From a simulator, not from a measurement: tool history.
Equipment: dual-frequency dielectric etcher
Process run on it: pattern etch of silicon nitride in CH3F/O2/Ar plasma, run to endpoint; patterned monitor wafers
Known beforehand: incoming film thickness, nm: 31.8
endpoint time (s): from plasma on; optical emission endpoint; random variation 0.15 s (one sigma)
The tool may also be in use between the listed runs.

Run 1, hour 0.0: source power (kW) 0.380, bias power (kW) 0.100. Result: endpoint time (s) 43.471.
Run 2, hour 0.9: source power (kW) 0.440, bias power (kW) 0.100. Result: endpoint time (s) 41.780.
Run 3, hour 2.2: source power (kW) 0.440, bias power (kW) 0.093. Result: endpoint time (s) 42.847.
Run 4, hour 8.9: source power (kW) 0.500, bias power (kW) 0.093. Result: endpoint time (s) 41.133.
Run 5, hour 12.2: source power (kW) 0.500, bias power (kW) 0.084. Result: endpoint time (s) 42.905.
Run 6, hour 19.8: source power (kW) 0.500, bias power (kW) 0.075. Result: endpoint time (s) 44.769.

Run 7, settings as shown, results not yet in. Your forecast:
Run 7, hour 24.9: source power (kW) 0.490, bias power (kW) 0.075. Result: endpoint time (s) ?.

{"run 7": {"endpoint time (s)": 45.114}}
